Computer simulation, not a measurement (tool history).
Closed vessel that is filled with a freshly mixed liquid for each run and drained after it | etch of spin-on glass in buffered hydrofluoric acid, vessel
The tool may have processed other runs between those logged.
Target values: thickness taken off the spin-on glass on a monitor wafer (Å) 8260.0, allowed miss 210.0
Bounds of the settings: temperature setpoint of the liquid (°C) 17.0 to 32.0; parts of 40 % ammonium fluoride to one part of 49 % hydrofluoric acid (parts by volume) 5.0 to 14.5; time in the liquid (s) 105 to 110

| run | hour | temperature setpoint of the liquid (°C) | parts of 40 % ammonium fluoride to one part of 49 % hydrofluoric acid (parts by volume) | time in the liquid (s) | thickness taken off the spin-on glass on a monitor wafer (Å) |
|---|---|---|---|---|---|
| 1 | 0.0 | 24.0 | 9.0 | 105 | 4556.3 |
| 2 | 8.3 | 21.5 | 9.0 | 105 | 3953.3 |
| 3 | 16.9 | 23.5 | 8.5 | 105 | 4551.0 |
| 4 | 18.7 | 23.5 | 8.5 | 105 | 4636.2 |
| 5 | 21.1 | 25.5 | 8.0 | 105 | 5314.5 |
| 6 | 21.8 | 27.0 | 7.5 | 105 | 6188.5 |
| 7 | 24.3 | 31.0 | 7.5 | 105 | 7733.8 |
| 8 | 32.5 | 31.5 | 7.5 | 105 | 7856.5 |

4 next moves are on the table. One of them brings every result within its allowed miss. Which?
| A | 40.7 | 31.5 | 8.0 | 105 | ? |
| B | 40.7 | 31.5 | 7.5 | 110 | ? |
| C | 40.7 | 31.0 | 8.0 | 110 | ? |
| D | 40.7 | 32.0 | 8.0 | 110 | ? |

| move | thickness taken off the spin-on glass on a monitor wafer (Å) |
|---|---|
| A | 7365.0 |
| B | 8274.5 |
| C | 7517.7 |
| D | 7918.3 |
A: misses by more than the last run did
B: all results land within tolerance of their targets
C: misses by more than the last run did
D: nearer than the last run, and not there yet
The right move is B.
